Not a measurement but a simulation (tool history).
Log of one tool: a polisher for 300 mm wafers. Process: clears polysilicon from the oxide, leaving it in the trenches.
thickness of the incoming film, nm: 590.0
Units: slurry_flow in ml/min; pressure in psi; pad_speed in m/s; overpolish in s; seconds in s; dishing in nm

run,hour,slurry_flow,pressure,pad_speed,overpolish,seconds,dishing
1,0.0,215,2.8,1.28,9,30.393,48.452
2,4.0,215,2.8,1.04,9,35.095,47.354
3,6.8,265,2.8,1.04,9,34.418,48.511
4,8.3,265,2.4,1.04,9,39.584,46.299
5,11.3,265,1.8,1.04,9,52.016,42.963
6,17.4,265,1.8,1.04,7,52.760,39.654

Run 7 comes next. What will it give?
7,22.7,270,2.6,1.08,11,?,?

{"run 7": {"seconds": 36.287, "dishing": 50.475}}
